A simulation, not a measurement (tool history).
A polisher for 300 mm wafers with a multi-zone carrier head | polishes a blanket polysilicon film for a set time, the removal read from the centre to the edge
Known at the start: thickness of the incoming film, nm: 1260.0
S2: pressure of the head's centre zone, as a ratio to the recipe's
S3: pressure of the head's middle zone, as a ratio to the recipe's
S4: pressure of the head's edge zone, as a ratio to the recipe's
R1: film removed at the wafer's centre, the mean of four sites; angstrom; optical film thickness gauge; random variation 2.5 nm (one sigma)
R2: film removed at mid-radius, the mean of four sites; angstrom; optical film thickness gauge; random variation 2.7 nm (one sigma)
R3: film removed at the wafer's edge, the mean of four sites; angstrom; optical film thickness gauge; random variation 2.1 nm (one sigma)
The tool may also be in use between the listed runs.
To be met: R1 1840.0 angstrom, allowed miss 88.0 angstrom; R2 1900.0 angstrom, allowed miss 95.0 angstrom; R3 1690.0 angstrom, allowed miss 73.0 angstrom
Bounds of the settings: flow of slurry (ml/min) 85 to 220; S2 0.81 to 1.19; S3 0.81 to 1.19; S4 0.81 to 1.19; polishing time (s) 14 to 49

run 1 hour=0.0 | flow_of_slurry_(ml/min)=140 S2=1.00 S3=1.00 S4=1.00 polishing_time_(s)=31 | R1=1413.5 R2=1460.8 R3=1478.8
run 2 hour=4.0 | flow_of_slurry_(ml/min)=150 S2=1.02 S3=1.02 S4=1.00 polishing_time_(s)=31 | R1=1506.3 R2=1523.8 R3=1487.5
run 3 hour=8.0 | flow_of_slurry_(ml/min)=150 S2=1.05 S3=1.02 S4=1.00 polishing_time_(s)=31 | R1=1554.9 R2=1513.1 R3=1451.9
run 4 hour=8.8 | flow_of_slurry_(ml/min)=155 S2=1.05 S3=1.03 S4=1.01 polishing_time_(s)=31 | R1=1537.8 R2=1553.2 R3=1465.8
run 5 hour=11.8 | flow_of_slurry_(ml/min)=155 S2=1.05 S3=1.03 S4=1.04 polishing_time_(s)=31 | R1=1566.8 R2=1526.3 R3=1515.4
run 6 hour=12.7 | flow_of_slurry_(ml/min)=155 S2=1.05 S3=1.03 S4=0.97 polishing_time_(s)=31 | R1=1552.4 R2=1566.4 R3=1462.8
run 7 hour=14.9 | flow_of_slurry_(ml/min)=160 S2=1.05 S3=1.04 S4=0.98 polishing_time_(s)=32 | R1=1577.1 R2=1641.6 R3=1519.1
run 8 hour=22.1 | flow_of_slurry_(ml/min)=165 S2=1.06 S3=1.05 S4=0.99 polishing_time_(s)=32 | R1=1646.0 R2=1646.4 R3=1524.8
run 9 hour=27.2 | flow_of_slurry_(ml/min)=170 S2=1.06 S3=1.06 S4=0.99 polishing_time_(s)=32 | R1=1694.2 R2=1686.3 R3=1555.0
run 10 hour=27.8 | flow_of_slurry_(ml/min)=175 S2=1.06 S3=1.07 S4=0.99 polishing_time_(s)=32 | R1=1680.3 R2=1714.7 R3=1557.2
run 11 hour=29.4 | flow_of_slurry_(ml/min)=180 S2=1.06 S3=1.08 S4=0.99 polishing_time_(s)=32 | R1=1674.5 R2=1655.8 R3=1530.3
run 12 hour=34.0 | flow_of_slurry_(ml/min)=180 S2=1.06 S3=1.08 S4=0.99 polishing_time_(s)=33 | R1=1691.6 R2=1756.9 R3=1606.6
run 13 hour=38.0 | flow_of_slurry_(ml/min)=180 S2=1.07 S3=1.09 S4=0.99 polishing_time_(s)=33 | R1=1772.0 R2=1775.7 R3=1611.2
run 14 hour=40.2 | flow_of_slurry_(ml/min)=180 S2=1.07 S3=1.10 S4=0.99 polishing_time_(s)=33 | R1=1726.0 R2=1797.4 R3=1587.3
run 15 hour=46.7 | flow_of_slurry_(ml/min)=185 S2=1.07 S3=1.10 S4=0.99 polishing_time_(s)=33 | R1=1739.7 R2=1782.3 R3=1599.6

4 next moves are on the table. One of them brings every result within its allowed miss. Which?
run A hour=53.2 | flow_of_slurry_(ml/min)=205 S2=1.02 S3=1.01 S4=0.99 polishing_time_(s)=33 | R1=? R2=? R3=?
run B hour=53.2 | flow_of_slurry_(ml/min)=195 S2=1.02 S3=1.04 S4=0.88 polishing_time_(s)=36 | R1=? R2=? R3=?
run C hour=53.2 | flow_of_slurry_(ml/min)=130 S2=1.16 S3=1.17 S4=0.88 polishing_time_(s)=32 | R1=? R2=? R3=?
run D hour=53.2 | flow_of_slurry_(ml/min)=195 S2=1.16 S3=1.10 S4=1.00 polishing_time_(s)=30 | R1=? R2=? R3=?

move=A R1=1727.8 R2=1724.1 R3=1601.7
move=B R1=1869.6 R2=1914.0 R3=1666.7
move=C R1=1732.4 R2=1738.4 R3=1397.5
move=D R1=1774.2 R2=1671.7 R3=1451.7
A: further off than the last run
B: meets every target
C: further off than the last run
D: further off than the last run
Move B is the one to make.

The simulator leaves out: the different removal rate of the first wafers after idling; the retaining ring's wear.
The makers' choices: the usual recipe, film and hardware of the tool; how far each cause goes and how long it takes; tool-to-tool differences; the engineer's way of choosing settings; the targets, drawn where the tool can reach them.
